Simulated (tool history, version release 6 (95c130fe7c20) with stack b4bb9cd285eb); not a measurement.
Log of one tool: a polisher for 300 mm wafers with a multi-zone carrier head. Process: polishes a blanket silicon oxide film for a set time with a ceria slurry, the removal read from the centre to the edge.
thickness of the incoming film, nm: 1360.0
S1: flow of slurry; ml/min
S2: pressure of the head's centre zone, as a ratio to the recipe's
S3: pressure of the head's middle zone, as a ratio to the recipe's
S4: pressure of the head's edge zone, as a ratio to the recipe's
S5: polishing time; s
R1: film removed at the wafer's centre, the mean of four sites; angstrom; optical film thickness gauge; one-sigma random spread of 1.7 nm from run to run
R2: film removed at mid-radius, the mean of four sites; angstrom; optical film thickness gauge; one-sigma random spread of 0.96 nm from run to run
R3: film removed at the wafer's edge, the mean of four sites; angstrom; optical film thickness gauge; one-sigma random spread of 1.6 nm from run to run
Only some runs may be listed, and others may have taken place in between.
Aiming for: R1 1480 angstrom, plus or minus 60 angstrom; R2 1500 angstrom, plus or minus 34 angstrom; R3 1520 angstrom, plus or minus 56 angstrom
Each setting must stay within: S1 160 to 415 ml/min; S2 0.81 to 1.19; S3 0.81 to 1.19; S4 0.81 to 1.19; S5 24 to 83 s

run,hour,S1,S2,S3,S4,S5,R1,R2,R3
1,0,265,1,1,1,53,1734,1739.9,1723.1
2,3.9,260,0.99,0.99,0.99,53,1723.5,1713.5,1735.7
3,5.3,260,0.98,0.99,0.98,52,1629.1,1679.4,1642.8
4,10.1,260,0.98,0.95,0.98,52,1679.3,1638.7,1675.6
5,15.1,260,0.98,1.01,0.98,52,1635.9,1680,1669.6
6,23.7,260,0.98,1.08,0.98,52,1648.6,1789.7,1681
7,29.1,255,0.97,1.06,0.97,52,1600.2,1734.7,1660.3
8,36.1,250,0.97,1.05,0.96,52,1650.2,1740.8,1657.6
9,44.1,250,0.96,1.03,0.95,52,1628,1718.2,1633.7
10,44.8,245,0.95,1.01,0.95,52,1612.7,1695.1,1676
11,51.6,245,0.95,1,0.95,51,1562.8,1646.5,1631.5
12,58.5,245,0.95,0.99,0.94,51,1596.8,1642.5,1586.3
13,62,245,0.94,0.98,0.94,51,1536.8,1623.2,1616.7
14,68.3,245,0.94,0.97,0.93,51,1555.7,1611.5,1610.5
15,72.4,245,0.94,0.96,0.92,51,1539.8,1599.8,1588.2
16,76.8,245,0.94,0.95,0.92,51,1561.5,1604.3,1587
17,85.1,245,0.94,0.94,0.92,51,1562,1578.2,1627.7
18,92,245,0.94,0.94,0.91,51,1570.2,1600.3,1597

Which single option among these 4 for the next run brings every result within its allowed miss of target? Just one does.
A,98.9,235,0.95,0.92,0.97,53,?,?,?
B,98.9,320,0.94,0.93,0.93,48,?,?,?
C,98.9,380,1.09,0.89,0.85,46,?,?,?
D,98.9,210,0.99,0.81,0.99,51,?,?,?

move,R1,R2,R3
A,1637.2,1602.5,1694.6
B,1506.4,1493.4,1529.3
C,1640.3,1406.6,1419.2
D,1610.7,1412.8,1638.3
A: moves away from the targets compared with the last run
B: in spec on every target
C: the result that was furthest off in the last run now lies on the other side of its target
D: the result that was furthest off in the last run now lies on the other side of its target
The right move is B.
